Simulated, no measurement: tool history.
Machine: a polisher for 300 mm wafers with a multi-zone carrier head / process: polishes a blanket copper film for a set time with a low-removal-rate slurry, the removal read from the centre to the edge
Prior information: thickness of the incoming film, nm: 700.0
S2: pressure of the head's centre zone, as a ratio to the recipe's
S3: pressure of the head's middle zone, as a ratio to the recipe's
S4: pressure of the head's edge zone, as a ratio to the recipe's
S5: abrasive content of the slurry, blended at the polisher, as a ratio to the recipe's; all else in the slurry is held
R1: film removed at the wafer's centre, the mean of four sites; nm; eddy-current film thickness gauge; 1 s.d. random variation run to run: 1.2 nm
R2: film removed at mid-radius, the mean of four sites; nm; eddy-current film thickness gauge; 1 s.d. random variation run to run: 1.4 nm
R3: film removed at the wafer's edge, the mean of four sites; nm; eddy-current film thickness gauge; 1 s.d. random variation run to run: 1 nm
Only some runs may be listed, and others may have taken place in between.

{"run": 1, "day": 0.0, "flow of slurry (ml/min)": 160, "S2": 1.0, "S3": 1.0, "S4": 1.0, "S5": 1.0, "polishing time (s)": 86, "R1": 173.34, "R2": 175.51, "R3": 171.28}
{"run": 2, "day": 0.254, "flow of slurry (ml/min)": 160, "S2": 1.01, "S3": 0.99, "S4": 0.96, "S5": 0.85, "polishing time (s)": 76, "R1": 148.88, "R2": 147.03, "R3": 142.02}
{"run": 3, "day": 0.362, "flow of slurry (ml/min)": 160, "S2": 1.01, "S3": 0.99, "S4": 0.92, "S5": 0.75, "polishing time (s)": 71, "R1": 136.75, "R2": 132.56, "R3": 126.21}
{"run": 4, "day": 0.675, "flow of slurry (ml/min)": 155, "S2": 1.0, "S3": 0.99, "S4": 0.89, "S5": 0.65, "polishing time (s)": 68, "R1": 125.69, "R2": 128.31, "R3": 116.75}
{"run": 5, "day": 0.888, "flow of slurry (ml/min)": 155, "S2": 1.0, "S3": 0.99, "S4": 0.86, "S5": 0.65, "polishing time (s)": 68, "R1": 125.44, "R2": 126.63, "R3": 113.15}
{"run": 6, "day": 1.204, "flow of slurry (ml/min)": 155, "S2": 1.0, "S3": 0.99, "S4": 0.86, "S5": 0.5, "polishing time (s)": 68, "R1": 119.48, "R2": 118.07, "R3": 111.01}

Expected results for the next run?
{"run": 7, "day": 1.367, "flow of slurry (ml/min)": 150, "S2": 1.01, "S3": 0.98, "S4": 0.84, "S5": 0.5, "polishing time (s)": 66, "R1": "?", "R2": "?", "R3": "?"}

{"run 7": {"R1": 116.17, "R2": 112.76, "R3": 104.74}}

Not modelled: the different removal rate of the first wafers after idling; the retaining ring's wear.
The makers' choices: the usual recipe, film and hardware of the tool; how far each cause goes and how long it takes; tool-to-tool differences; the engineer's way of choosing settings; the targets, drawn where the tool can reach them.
